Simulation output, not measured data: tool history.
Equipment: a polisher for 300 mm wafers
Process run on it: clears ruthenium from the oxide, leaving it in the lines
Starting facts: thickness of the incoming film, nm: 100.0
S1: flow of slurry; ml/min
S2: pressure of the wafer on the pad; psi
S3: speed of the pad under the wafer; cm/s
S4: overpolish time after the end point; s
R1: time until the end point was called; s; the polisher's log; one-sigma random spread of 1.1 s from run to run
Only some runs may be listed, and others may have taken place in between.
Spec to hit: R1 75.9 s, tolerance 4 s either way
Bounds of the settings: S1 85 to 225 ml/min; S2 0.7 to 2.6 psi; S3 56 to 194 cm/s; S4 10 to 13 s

run,hour,S1,S2,S3,S4,R1
1,0,145,1.6,124,13,99.686
2,4,145,1.6,124,10,98.87
3,12.2,145,1.7,124,10,95.544
4,15.1,145,1.5,124,10,103.24
5,15.9,145,1.7,126,10,93.883
6,20.1,145,1.7,106,10,107.78
7,25.8,145,1.9,108,10,98.073
8,32.1,145,2.1,110,10,86.653
9,39.7,145,2.2,110,10,83.347
10,46.6,145,2.3,110,10,79.827

Consider the 4 candidate settings below. Which is the only one whose results all fall within their allowed miss of target?
A,53.5,125,2.2,110,10,?
B,53.5,140,2.5,92,10,?
C,53.5,175,1.7,136,13,?
D,53.5,145,2.3,118,10,?

move,R1
A,87.503
B,87.588
C,85.829
D,77.881
A: lands further from the targets than the last run did
B: lands further from the targets than the last run did
C: lands further from the targets than the last run did
D: in spec on every target
Move D is the one to make.

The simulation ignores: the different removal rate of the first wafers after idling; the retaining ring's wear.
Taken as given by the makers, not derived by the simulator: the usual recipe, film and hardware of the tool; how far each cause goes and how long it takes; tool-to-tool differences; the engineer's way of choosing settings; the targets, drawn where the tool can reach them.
